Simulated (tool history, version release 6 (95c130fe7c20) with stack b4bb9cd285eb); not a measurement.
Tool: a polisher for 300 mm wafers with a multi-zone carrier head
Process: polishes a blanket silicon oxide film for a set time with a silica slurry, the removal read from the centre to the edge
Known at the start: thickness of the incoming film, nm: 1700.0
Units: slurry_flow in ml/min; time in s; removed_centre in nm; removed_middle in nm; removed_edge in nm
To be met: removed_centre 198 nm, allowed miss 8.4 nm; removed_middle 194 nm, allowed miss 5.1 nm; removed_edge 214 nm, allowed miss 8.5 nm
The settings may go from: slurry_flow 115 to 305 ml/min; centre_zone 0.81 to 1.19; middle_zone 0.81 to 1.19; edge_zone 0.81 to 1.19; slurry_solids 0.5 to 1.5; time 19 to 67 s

| run | day | slurry_flow | centre_zone | middle_zone | edge_zone | slurry_solids | time | removed_centre | removed_middle | removed_edge |
|---|---|---|---|---|---|---|---|---|---|---|
| 1 | 0 | 195 | 1 | 1 | 1 | 1 | 43 | 180.93 | 173.28 | 170.85 |
| 2 | 0.3 | 200 | 0.99 | 1 | 1.03 | 1.05 | 43 | 180 | 175.25 | 178.98 |
| 3 | 0.671 | 200 | 0.99 | 1 | 1.03 | 1.15 | 43 | 183.66 | 182.35 | 185.07 |
| 4 | 0.908 | 210 | 0.99 | 1 | 1.05 | 1.15 | 43 | 190.16 | 184 | 187.96 |
| 5 | 1.025 | 250 | 0.99 | 1 | 1.05 | 1.15 | 43 | 191.86 | 187.6 | 192.34 |
| 6 | 1.308 | 255 | 0.99 | 1 | 1.07 | 1.15 | 43 | 193.15 | 185.35 | 194.58 |
| 7 | 1.529 | 255 | 0.99 | 1 | 1.09 | 1.15 | 43 | 192.71 | 187.36 | 196.12 |
| 8 | 1.779 | 260 | 0.99 | 1 | 1.11 | 1.15 | 43 | 191.33 | 188.78 | 196.13 |
| 9 | 2.125 | 265 | 0.99 | 0.99 | 1.12 | 1.2 | 43 | 198.24 | 190.77 | 199.36 |
| 10 | 2.4 | 270 | 0.98 | 0.98 | 1.13 | 1.2 | 43 | 197.55 | 187.27 | 202.81 |
| 11 | 2.479 | 270 | 0.97 | 0.98 | 1.14 | 1.2 | 43 | 199.39 | 189.65 | 201.99 |
| 12 | 2.788 | 275 | 0.95 | 0.97 | 1.15 | 1.2 | 43 | 188.49 | 187.13 | 202.17 |
| 13 | 3.038 | 275 | 0.95 | 0.97 | 1.16 | 1.2 | 43 | 189.92 | 185.63 | 210.64 |
| 14 | 3.25 | 280 | 0.96 | 0.98 | 1.17 | 1.2 | 43 | 189.6 | 190.05 | 200.22 |

5 next moves are on the table. One of them brings every result within its allowed miss. Which?
| A | 3.462 | 270 | 0.99 | 0.98 | 1.16 | 1.2 | 48 | ? | ? | ? |
| B | 3.462 | 270 | 0.96 | 0.96 | 1.19 | 1.35 | 43 | ? | ? | ? |
| C | 3.462 | 295 | 1.03 | 0.99 | 1.19 | 1.2 | 41 | ? | ? | ? |
| D | 3.462 | 265 | 1.05 | 1.12 | 1.19 | 1.1 | 41 | ? | ? | ? |
| E | 3.462 | 205 | 0.97 | 1.08 | 1.19 | 1.3 | 44 | ? | ? | ? |

| move | removed_centre | removed_middle | removed_edge |
|---|---|---|---|
| A | 220.97 | 211.32 | 225.07 |
| B | 200.44 | 194.51 | 213.51 |
| C | 198.3 | 183.49 | 196.06 |
| D | 193.39 | 194.22 | 187.75 |
| E | 197.86 | 209.69 | 210.37 |
A: takes the result that was furthest off past its target
B: meets every target
C: further off than the last run
D: further off than the last run
E: brings the result that was furthest off to its target, and leaves another outside
Answer: B
